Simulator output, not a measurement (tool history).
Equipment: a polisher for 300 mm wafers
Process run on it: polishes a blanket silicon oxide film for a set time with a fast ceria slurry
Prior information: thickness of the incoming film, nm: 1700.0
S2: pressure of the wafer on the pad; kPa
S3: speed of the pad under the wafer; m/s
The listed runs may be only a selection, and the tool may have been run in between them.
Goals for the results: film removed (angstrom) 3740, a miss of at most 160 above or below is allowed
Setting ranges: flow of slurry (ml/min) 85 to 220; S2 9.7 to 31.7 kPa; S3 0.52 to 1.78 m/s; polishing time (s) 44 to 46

Run 1, hour 0: flow of slurry (ml/min) 140, S2 20.7 kPa, S3 1.14 m/s, polishing time (s) 44. Result: film removed (angstrom) 8282.8.
Run 2, hour 5.9: flow of slurry (ml/min) 140, S2 22.8 kPa, S3 1.14 m/s, polishing time (s) 44. Result: film removed (angstrom) 9215.8.
Run 3, hour 9.3: flow of slurry (ml/min) 140, S2 22.8 kPa, S3 1.04 m/s, polishing time (s) 44. Result: film removed (angstrom) 8579.1.
Run 4, hour 16.2: flow of slurry (ml/min) 140, S2 17.9 kPa, S3 1.04 m/s, polishing time (s) 44. Result: film removed (angstrom) 6781.3.
Run 5, hour 24.2: flow of slurry (ml/min) 140, S2 21.4 kPa, S3 1.04 m/s, polishing time (s) 44. Result: film removed (angstrom) 7855.
Run 6, hour 25.3: flow of slurry (ml/min) 140, S2 21.4 kPa, S3 1.04 m/s, polishing time (s) 44. Result: film removed (angstrom) 8058.1.
Run 7, hour 33.5: flow of slurry (ml/min) 135, S2 17.9 kPa, S3 0.96 m/s, polishing time (s) 44. Result: film removed (angstrom) 6233.6.
Run 8, hour 38.9: flow of slurry (ml/min) 130, S2 15.2 kPa, S3 0.92 m/s, polishing time (s) 44. Result: film removed (angstrom) 5140.8.
Run 9, hour 43.3: flow of slurry (ml/min) 120, S2 9.7 kPa, S3 0.9 m/s, polishing time (s) 44. Result: film removed (angstrom) 3316.9.
Run 10, hour 52.1: flow of slurry (ml/min) 130, S2 9.7 kPa, S3 0.9 m/s, polishing time (s) 44. Result: film removed (angstrom) 3461.4.
Run 11, hour 57.7: flow of slurry (ml/min) 135, S2 9.7 kPa, S3 0.9 m/s, polishing time (s) 44. Result: film removed (angstrom) 3502.3.
Run 12, hour 63.9: flow of slurry (ml/min) 140, S2 9.7 kPa, S3 0.9 m/s, polishing time (s) 44. Result: film removed (angstrom) 3513.4.
Run 13, hour 70.2: flow of slurry (ml/min) 145, S2 9.7 kPa, S3 0.9 m/s, polishing time (s) 44. Result: film removed (angstrom) 3527.7.
Run 14, hour 72.9: flow of slurry (ml/min) 150, S2 11 kPa, S3 0.9 m/s, polishing time (s) 44. Result: film removed (angstrom) 3911.

Pick the move, out of 4, that brings all results within their allowed miss; only one does.
Run A, hour 75.6: flow of slurry (ml/min) 160, S2 12.4 kPa, S3 0.82 m/s, polishing time (s) 44. Result: film removed (angstrom) ?.
Run B, hour 75.6: flow of slurry (ml/min) 155, S2 14.5 kPa, S3 0.78 m/s, polishing time (s) 44. Result: film removed (angstrom) ?.
Run C, hour 75.6: flow of slurry (ml/min) 115, S2 11.7 kPa, S3 0.86 m/s, polishing time (s) 44. Result: film removed (angstrom) ?.
Run D, hour 75.6: flow of slurry (ml/min) 145, S2 13.8 kPa, S3 0.8 m/s, polishing time (s) 45. Result: film removed (angstrom) ?.

move  film removed (angstrom)
   A                   4024.4
   B                     4345
   C                   3747.5
   D                   4313.3
A: lands further from the targets than the last run did
B: lands further from the targets than the last run did
C: hits every target within its allowed miss
D: lands further from the targets than the last run did
C is the move that brings every result within its allowed miss.
